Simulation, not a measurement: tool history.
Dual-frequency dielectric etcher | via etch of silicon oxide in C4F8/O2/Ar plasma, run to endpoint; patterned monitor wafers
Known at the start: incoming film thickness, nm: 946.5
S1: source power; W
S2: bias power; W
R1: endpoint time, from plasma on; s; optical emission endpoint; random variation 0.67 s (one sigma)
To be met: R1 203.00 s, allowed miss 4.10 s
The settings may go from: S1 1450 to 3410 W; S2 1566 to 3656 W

run    day    S1    S2      R1
  1  0.000  2430  2611  185.90
  2  0.300  2430  2190  192.74
  3  0.408  2430  2546  186.35
  4  0.708  2430  2718  184.15
  5  0.854  2340  2691  187.29
  6  1.200  2520  2691  181.10
  7  1.496  2420  2666  185.05
  8  1.708  2340  2644  188.48
     1.946  -- wet clean of the chamber
  9  1.946  1890  2540  197.73
 10  2.125  1890  2540  196.37

Which of these 5 next moves meets every target?
  A  2.304  2110  1935   ?
  B  2.304  1910  2817   ?
  C  2.304  1920  2517   ?
  D  2.304  2000  2509   ?
  E  2.304  1930  2681   ?

move      R1
   A  201.36
   B  190.78
   C  196.02
   D  193.12
   E  192.49
A: meets every target
B: further off than the last run
C: further off than the last run
D: further off than the last run
E: further off than the last run
Move A is the one to make.
